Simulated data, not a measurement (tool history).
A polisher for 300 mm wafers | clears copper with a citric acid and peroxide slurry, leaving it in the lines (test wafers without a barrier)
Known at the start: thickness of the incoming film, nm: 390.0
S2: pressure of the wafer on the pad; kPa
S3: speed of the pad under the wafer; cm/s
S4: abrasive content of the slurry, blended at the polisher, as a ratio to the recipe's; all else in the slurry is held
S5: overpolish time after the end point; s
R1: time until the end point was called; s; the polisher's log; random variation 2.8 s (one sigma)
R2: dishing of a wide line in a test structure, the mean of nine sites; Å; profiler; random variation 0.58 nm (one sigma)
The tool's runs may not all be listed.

{"run": 1, "hour": 0.0, "flow of slurry (ml/min)": 265, "S2": 28.3, "S3": 94, "S4": 1.0, "S5": 22, "R1": 163.83, "R2": 365.85}
{"run": 2, "hour": 6.4, "flow of slurry (ml/min)": 265, "S2": 28.3, "S3": 94, "S4": 0.8, "S5": 22, "R1": 173.29, "R2": 359.52}
{"run": 3, "hour": 8.5, "flow of slurry (ml/min)": 260, "S2": 28.3, "S3": 94, "S4": 0.75, "S5": 23, "R1": 176.9, "R2": 370.35}
{"run": 4, "hour": 10.4, "flow of slurry (ml/min)": 260, "S2": 28.3, "S3": 80, "S4": 0.75, "S5": 23, "R1": 192.19, "R2": 335.13}
{"run": 5, "hour": 17.7, "flow of slurry (ml/min)": 260, "S2": 28.3, "S3": 80, "S4": 0.85, "S5": 23, "R1": 193.47, "R2": 338.95}
{"run": 6, "hour": 24.0, "flow of slurry (ml/min)": 255, "S2": 29.0, "S3": 80, "S4": 0.85, "S5": 24, "R1": 190.96, "R2": 362.35}

Run 7 comes next. What will it give?
{"run": 7, "hour": 27.5, "flow of slurry (ml/min)": 250, "S2": 29.6, "S3": 80, "S4": 0.85, "S5": 25, "R1": "?", "R2": "?"}

R1: 192.44 s
R2: 378.14 Å
